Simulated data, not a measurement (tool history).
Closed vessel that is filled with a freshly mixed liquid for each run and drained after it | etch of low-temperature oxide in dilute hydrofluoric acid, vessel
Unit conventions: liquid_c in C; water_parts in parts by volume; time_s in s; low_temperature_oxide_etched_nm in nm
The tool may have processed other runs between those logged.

| run | day | liquid_c | water_parts | time_s | low_temperature_oxide_etched_nm |
|---|---|---|---|---|---|
| 1 | 0.000 | 22.0 | 250 | 270 | 13.461 |
| 2 | 0.133 | 25.0 | 250 | 270 | 14.937 |
| 3 | 0.225 | 24.0 | 250 | 270 | 14.380 |
| 4 | 0.612 | 24.0 | 195 | 270 | 19.506 |
| 5 | 0.804 | 23.0 | 205 | 270 | 17.816 |
| 6 | 1.000 | 21.0 | 205 | 270 | 16.576 |
| 7 | 1.288 | 20.5 | 215 | 270 | 15.348 |
| 8 | 1.400 | 20.0 | 220 | 270 | 14.703 |
| 9 | 1.762 | 19.5 | 225 | 270 | 13.922 |

Expected results for the next run?
| 10 | 1.808 | 17.0 | 260 | 270 | ? |

{"run 10": {"low_temperature_oxide_etched_nm": 10.593}}
